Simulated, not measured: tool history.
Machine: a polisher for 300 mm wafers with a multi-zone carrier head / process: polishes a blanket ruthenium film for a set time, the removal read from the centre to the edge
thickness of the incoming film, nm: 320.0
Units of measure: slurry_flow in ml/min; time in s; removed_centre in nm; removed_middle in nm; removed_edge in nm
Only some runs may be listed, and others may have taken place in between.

run    day  slurry_flow  centre_zone  middle_zone  edge_zone  time  removed_centre  removed_middle  removed_edge
  1      0          165            1            1          1    40          48.266          49.381         47.27
  2  0.308          160         0.99         0.98       0.97    36          43.823          43.022        42.105
  3  0.396          155         0.97         0.98       0.95    33          37.983           39.73        38.693
  4  0.417          160         0.97         0.97       0.93    30          35.363          35.471        34.589
  5  0.546          170         0.96         0.96       0.91    29           34.24          35.567        32.989
  6  0.858          170         0.91         0.96       0.91    29          32.435          34.548        34.633
  7  1.208          170         0.92         0.94       0.89    28          31.418          32.439        32.863
  8  1.329          170         0.93         0.94       0.88    27           30.98          31.162        31.373
  9  1.667          165         0.93         0.94       0.87    26          29.434          30.563        30.144
 10  2.004          160         0.94         0.93       0.86    26           29.31          29.576        29.558

Run 11 is up next; what results do you expect?
 11  2.108          155         0.95         0.93       0.85    26               ?               ?             ?

{"run 11": {"removed_centre": 29.433, "removed_middle": 30.19, "removed_edge": 29.538}}

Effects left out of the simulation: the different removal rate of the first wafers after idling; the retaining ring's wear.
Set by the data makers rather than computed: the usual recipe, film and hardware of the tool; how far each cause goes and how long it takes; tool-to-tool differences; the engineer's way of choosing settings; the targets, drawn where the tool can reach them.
